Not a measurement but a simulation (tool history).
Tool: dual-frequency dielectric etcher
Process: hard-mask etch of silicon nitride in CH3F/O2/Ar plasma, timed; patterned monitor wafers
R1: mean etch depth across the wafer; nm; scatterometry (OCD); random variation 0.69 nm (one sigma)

Run 1, hour 0.0: source power (kW) 0.540, bias power (kW) 0.081, etch time (s) 175.0. Result: R1 139.00 nm.
Run 2, hour 5.1: source power (kW) 0.540, bias power (kW) 0.086, etch time (s) 175.0. Result: R1 141.74 nm.
Run 3, hour 6.5: source power (kW) 0.510, bias power (kW) 0.085, etch time (s) 175.0. Result: R1 136.31 nm.
Run 4, hour 12.5: source power (kW) 0.510, bias power (kW) 0.085, etch time (s) 175.0. Result: R1 136.53 nm.
Run 5, hour 20.9: source power (kW) 0.490, bias power (kW) 0.085, etch time (s) 175.0. Result: R1 134.56 nm.
Run 6, hour 21.5: source power (kW) 0.490, bias power (kW) 0.092, etch time (s) 175.0. Result: R1 136.14 nm.

The next listed run, before its measurement:
Run 7, hour 30.2: source power (kW) 0.380, bias power (kW) 0.088, etch time (s) 175.0. Result: R1 ?.

R1: 119.36 nm
